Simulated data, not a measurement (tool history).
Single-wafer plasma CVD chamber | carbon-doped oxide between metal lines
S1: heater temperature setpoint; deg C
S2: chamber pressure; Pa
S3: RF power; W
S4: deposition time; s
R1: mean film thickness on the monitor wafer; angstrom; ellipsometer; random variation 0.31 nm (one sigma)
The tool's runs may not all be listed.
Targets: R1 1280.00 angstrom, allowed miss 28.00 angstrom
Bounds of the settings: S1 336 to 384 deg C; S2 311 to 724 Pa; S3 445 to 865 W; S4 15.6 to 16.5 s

run 1 hour=0.0 | S1=360 S2=517 S3=655 S4=16.5 | R1=1029.70
run 2 hour=2.6 | S1=360 S2=517 S3=565 S4=16.5 | R1=892.89
run 3 hour=5.8 | S1=367 S2=517 S3=565 S4=16.5 | R1=878.84
run 4 hour=6.7 | S1=364 S2=539 S3=605 S4=16.5 | R1=948.49
run 5 hour=12.5 | S1=364 S2=539 S3=540 S4=16.5 | R1=846.11
run 6 hour=15.8 | S1=362 S2=540 S3=585 S4=16.5 | R1=925.09
run 7 hour=20.6 | S1=360 S2=565 S3=615 S4=16.5 | R1=975.55
run 8 hour=25.5 | S1=358 S2=577 S3=645 S4=16.5 | R1=1028.50
run 9 hour=29.1 | S1=356 S2=588 S3=665 S4=16.5 | R1=1074.60
run 10 hour=32.0 | S1=356 S2=588 S3=665 S4=16.5 | R1=1066.30
run 11 hour=36.9 | S1=355 S2=597 S3=685 S4=16.5 | R1=1103.80
run 12 hour=39.5 | S1=354 S2=607 S3=700 S4=16.5 | R1=1129.90
run 13 hour=47.8 | S1=353 S2=615 S3=710 S4=16.5 | R1=1146.00
run 14 hour=54.8 | S1=352 S2=621 S3=720 S4=16.5 | R1=1163.20
run 15 hour=59.6 | S1=351 S2=628 S3=730 S4=16.5 | R1=1186.00
run 16 hour=67.1 | S1=350 S2=636 S3=735 S4=16.5 | R1=1196.10
run 17 hour=68.3 | S1=349 S2=643 S3=740 S4=16.5 | R1=1207.30
run 18 hour=70.7 | S1=348 S2=649 S3=745 S4=16.5 | R1=1220.30
run 19 hour=74.6 | S1=348 S2=649 S3=745 S4=16.5 | R1=1222.50

4 next moves are on the table. One of them brings every result within its allowed miss. Which?
run A hour=78.5 | S1=355 S2=695 S3=865 S4=16.5 | R1=?
run B hour=78.5 | S1=345 S2=721 S3=825 S4=16.5 | R1=?
run C hour=78.5 | S1=354 S2=724 S3=790 S4=16.5 | R1=?
run D hour=78.5 | S1=360 S2=693 S3=865 S4=16.5 | R1=?

move=A R1=1354.60
move=B R1=1354.00
move=C R1=1270.50
move=D R1=1333.80
A: takes the result that was furthest off past its target
B: takes the result that was furthest off past its target
C: meets every target
D: takes the result that was furthest off past its target
The right move is C.

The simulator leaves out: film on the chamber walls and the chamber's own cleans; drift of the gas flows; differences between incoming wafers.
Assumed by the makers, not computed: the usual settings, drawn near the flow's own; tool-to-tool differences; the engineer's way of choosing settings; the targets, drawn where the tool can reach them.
